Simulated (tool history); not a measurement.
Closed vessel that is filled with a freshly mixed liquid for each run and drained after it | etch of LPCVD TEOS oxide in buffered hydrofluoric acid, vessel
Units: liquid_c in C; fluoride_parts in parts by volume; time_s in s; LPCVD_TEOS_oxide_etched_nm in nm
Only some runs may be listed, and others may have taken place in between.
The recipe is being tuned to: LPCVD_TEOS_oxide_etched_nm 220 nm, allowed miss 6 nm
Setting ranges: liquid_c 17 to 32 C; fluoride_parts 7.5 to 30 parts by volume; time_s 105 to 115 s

run    day  liquid_c  fluoride_parts  time_s  LPCVD_TEOS_oxide_etched_nm
  1      0        24              21     105                      115.36
  2  0.104      21.5              21     105                      99.712
  3  0.454        19              21     105                      87.561
  4  0.758        19            17.5     105                      102.52
  5  0.908        22              17     105                      125.84
  6   1.15        22              23     105                      96.655
  7   1.25        24            21.5     105                      113.33
  8  1.492        26              20     105                       131.7
  9  1.683        30              13     105                      250.02
 10  1.721      29.5              13     105                      243.42
 11  1.858        29              13     105                      239.76
 12  1.912        29              13     105                       239.7
 13  2.242      28.5              13     105                       231.2

Which single option among these 4 for the next run brings every result within its allowed miss of target? Just one does.
  A  2.571        26              13     115                           ?
  B  2.571      26.5            11.5     110                           ?
  C  2.571      27.5              13     115                           ?
  D  2.571      24.5            10.5     110                           ?

move  LPCVD_TEOS_oxide_etched_nm
   A                      222.56
   B                      246.52
   C                       241.2
   D                      241.79
A: every result lands within tolerance
B: moves away from the targets compared with the last run
C: moves away from the targets compared with the last run
D: moves away from the targets compared with the last run
Answer: A
